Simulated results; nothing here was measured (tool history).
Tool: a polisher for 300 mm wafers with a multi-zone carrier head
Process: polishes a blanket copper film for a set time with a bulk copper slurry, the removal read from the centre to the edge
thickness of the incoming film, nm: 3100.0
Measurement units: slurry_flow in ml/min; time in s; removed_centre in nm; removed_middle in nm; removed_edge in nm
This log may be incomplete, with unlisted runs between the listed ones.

run  hour  slurry_flow  centre_zone  middle_zone  edge_zone  slurry_solids  time  removed_centre  removed_middle  removed_edge
  1     0          185            1            1          1              1    55          330.02          337.81        356.91
  2   6.5          185            1            1          1              1    68             418          421.73         439.9
  3  11.4          170            1         0.95       0.98           0.85    67          395.61          380.91        410.98
  4  13.6          170            1         0.95       0.91           0.85    67          392.77          377.94        399.69
  5  20.5          170            1         0.95       0.96           0.85    67          396.56           375.7        409.89
  6  29.4          160         0.99         0.91       0.93           0.75    66          370.47          343.21        384.98

Expected results for the next run?
  7  31.5          150         0.98         0.88       0.91            0.7    66               ?               ?             ?

{"run 7": {"removed_centre": 352.75, "removed_middle": 328.83, "removed_edge": 377.21}}

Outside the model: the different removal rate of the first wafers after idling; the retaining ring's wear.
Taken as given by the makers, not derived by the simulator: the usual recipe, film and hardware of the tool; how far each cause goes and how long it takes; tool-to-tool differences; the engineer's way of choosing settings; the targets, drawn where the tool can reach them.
